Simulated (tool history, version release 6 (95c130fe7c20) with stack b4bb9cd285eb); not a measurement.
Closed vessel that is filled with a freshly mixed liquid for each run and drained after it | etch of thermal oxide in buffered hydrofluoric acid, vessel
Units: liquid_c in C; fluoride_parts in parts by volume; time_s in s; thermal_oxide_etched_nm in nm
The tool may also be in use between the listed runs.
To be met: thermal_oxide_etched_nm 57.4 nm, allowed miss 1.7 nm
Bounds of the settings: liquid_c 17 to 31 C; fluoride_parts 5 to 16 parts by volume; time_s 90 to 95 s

run    day  liquid_c  fluoride_parts  time_s  thermal_oxide_etched_nm
  1      0        23             9.5      90                   99.451
  2  0.208        23              11      90                   87.987
  3  0.388        21              11      90                   77.933
  4  0.546      24.5              11      90                    94.57
  5  0.825        23              11      90                   86.981
  6  1.196        26              11      90                   102.98
  7  1.512      24.5              11      90                   93.843
  8  1.608      20.5              12      90                   70.848
  9  1.979        20              12      90                    68.81
 10  2.058      19.5              12      90                   66.428
 11  2.279        19              12      90                   64.158
 12  2.429      18.5              12      90                    62.38
 13  2.604        18              12      90                   60.899

5 next moves are on the table. One of them brings every result within its allowed miss. Which?
  A  2.779      17.5              12      95                        ?
  B  2.779        17              13      90                        ?
  C  2.779        17            11.5      90                        ?
  D  2.779      17.5              13      95                        ?
  E  2.779        19            12.5      90                        ?

move  thermal_oxide_etched_nm
   A                   62.959
   B                   53.594
   C                   60.432
   D                    58.21
   E                   62.394
A: further off than the last run
B: takes the result that was furthest off past its target
C: nearer than the last run, and not there yet
D: meets every target
E: further off than the last run
Answer: D

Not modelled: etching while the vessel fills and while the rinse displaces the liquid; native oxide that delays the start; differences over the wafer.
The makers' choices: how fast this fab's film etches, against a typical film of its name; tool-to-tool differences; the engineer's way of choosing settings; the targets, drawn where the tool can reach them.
